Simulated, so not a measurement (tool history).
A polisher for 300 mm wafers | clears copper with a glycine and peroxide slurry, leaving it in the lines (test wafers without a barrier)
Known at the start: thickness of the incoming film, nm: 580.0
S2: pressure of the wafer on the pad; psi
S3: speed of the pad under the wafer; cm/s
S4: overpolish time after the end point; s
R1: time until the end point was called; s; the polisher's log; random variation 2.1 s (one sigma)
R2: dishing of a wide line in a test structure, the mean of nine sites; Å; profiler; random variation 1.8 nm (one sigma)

{"run": 1, "hour": 0.0, "flow of slurry (ml/min)": 200, "S2": 1.9, "S3": 94, "S4": 28, "R1": 150.12, "R2": 760.56}
{"run": 2, "hour": 5.4, "flow of slurry (ml/min)": 200, "S2": 1.9, "S3": 94, "S4": 19, "R1": 149.57, "R2": 558.92}
{"run": 3, "hour": 13.1, "flow of slurry (ml/min)": 200, "S2": 1.5, "S3": 94, "S4": 19, "R1": 179.26, "R2": 480.65}
{"run": 4, "hour": 20.5, "flow of slurry (ml/min)": 200, "S2": 1.5, "S3": 80, "S4": 19, "R1": 203.08, "R2": 427.85}
{"run": 5, "hour": 28.7, "flow of slurry (ml/min)": 200, "S2": 1.5, "S3": 80, "S4": 25, "R1": 199.92, "R2": 539.54}
{"run": 6, "hour": 30.3, "flow of slurry (ml/min)": 200, "S2": 1.1, "S3": 80, "S4": 25, "R1": 244.99, "R2": 472.18}
{"run": 7, "hour": 34.3, "flow of slurry (ml/min)": 200, "S2": 1.2, "S3": 80, "S4": 29, "R1": 231.03, "R2": 568.86}

Run 8 comes next. What will it give?
{"hour": 36.6, "done": "slurry nozzle cleaned"}
{"run": 8, "hour": 36.6, "flow of slurry (ml/min)": 200, "S2": 1.3, "S3": 80, "S4": 31, "R1": "?", "R2": "?"}

R1: 211.13 s
R2: 619.57 Å

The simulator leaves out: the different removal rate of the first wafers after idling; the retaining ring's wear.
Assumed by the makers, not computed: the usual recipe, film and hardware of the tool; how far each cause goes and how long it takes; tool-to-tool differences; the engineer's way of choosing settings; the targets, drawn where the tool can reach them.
